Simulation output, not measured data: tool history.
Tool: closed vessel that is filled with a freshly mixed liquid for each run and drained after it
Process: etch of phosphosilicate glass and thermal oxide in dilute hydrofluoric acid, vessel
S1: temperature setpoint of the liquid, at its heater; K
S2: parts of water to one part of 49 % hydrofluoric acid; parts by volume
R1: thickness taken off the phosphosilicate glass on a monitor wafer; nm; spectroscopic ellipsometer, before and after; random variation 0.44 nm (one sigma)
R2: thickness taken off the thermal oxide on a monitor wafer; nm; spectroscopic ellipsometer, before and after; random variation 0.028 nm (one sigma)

run 1 hour=0 | S1=294.15 S2=50 time_in_the_liquid_(s)=60 | R1=75.168 R2=5.9389
run 2 hour=9.2 | S1=297.65 S2=50 time_in_the_liquid_(s)=60 | R1=86.851 R2=6.8372
run 3 hour=15.5 | S1=297.65 S2=35 time_in_the_liquid_(s)=60 | R1=126.99 R2=10.048
run 4 hour=23 | S1=295.15 S2=35 time_in_the_liquid_(s)=60 | R1=114.41 R2=9.0245
run 5 hour=30.4 | S1=295.15 S2=45 time_in_the_liquid_(s)=60 | R1=87.728 R2=6.9452
run 6 hour=33.5 | S1=295.15 S2=40 time_in_the_liquid_(s)=60 | R1=98.051 R2=7.7695
run 7 hour=40.3 | S1=293.65 S2=40 time_in_the_liquid_(s)=60 | R1=92.555 R2=7.3415

Run 8 comes next. What will it give?
run 8 hour=43.3 | S1=293.65 S2=40 time_in_the_liquid_(s)=60 | R1=? R2=?

{"run 8": {"R1": 93.057, "R2": 7.3435}}

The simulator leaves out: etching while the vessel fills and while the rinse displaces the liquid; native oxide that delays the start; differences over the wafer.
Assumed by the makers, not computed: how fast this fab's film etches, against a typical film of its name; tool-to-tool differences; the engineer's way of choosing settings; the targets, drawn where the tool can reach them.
